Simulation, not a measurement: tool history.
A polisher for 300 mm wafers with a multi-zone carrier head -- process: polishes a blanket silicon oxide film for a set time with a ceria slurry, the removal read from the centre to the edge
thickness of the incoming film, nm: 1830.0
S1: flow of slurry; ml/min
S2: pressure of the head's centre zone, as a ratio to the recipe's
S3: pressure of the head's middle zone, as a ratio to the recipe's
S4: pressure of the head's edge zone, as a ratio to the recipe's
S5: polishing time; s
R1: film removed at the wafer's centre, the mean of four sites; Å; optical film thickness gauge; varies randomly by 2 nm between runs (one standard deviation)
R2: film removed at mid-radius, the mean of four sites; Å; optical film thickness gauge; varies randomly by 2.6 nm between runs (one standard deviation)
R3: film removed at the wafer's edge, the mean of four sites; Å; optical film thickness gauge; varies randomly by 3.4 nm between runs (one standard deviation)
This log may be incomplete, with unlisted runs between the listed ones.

run	day	S1	S2	S3	S4	S5	R1	R2	R3
1	0.000	140	1.00	1.00	1.00	90	3736.3	3870.3	3919.2
2	0.212	140	0.93	1.00	1.00	90	3501.0	3846.0	3949.1
3	0.371	140	0.93	1.00	1.00	79	3054.4	3433.9	3403.0
4	0.617	140	0.93	1.00	1.00	101	3893.7	4385.8	4360.0
5	0.921	140	0.93	0.96	1.00	101	3938.3	4207.1	4360.5
6	1.288	135	0.94	0.94	0.99	95	3703.7	3877.2	4081.3
7	1.617	135	0.95	0.92	0.98	89	3420.0	3573.9	3831.2
8	1.792	135	0.98	0.91	0.97	83	3339.8	3235.2	3431.1
9	1.821	130	0.98	0.90	0.97	79	3151.9	3090.1	3300.4

Estimate the outcome of run 10 from the log above:
10	1.975	130	0.99	0.89	0.97	75	?	?	?

{"run 10": {"R1": 3023.6, "R2": 2931.1, "R3": 3126.0}}
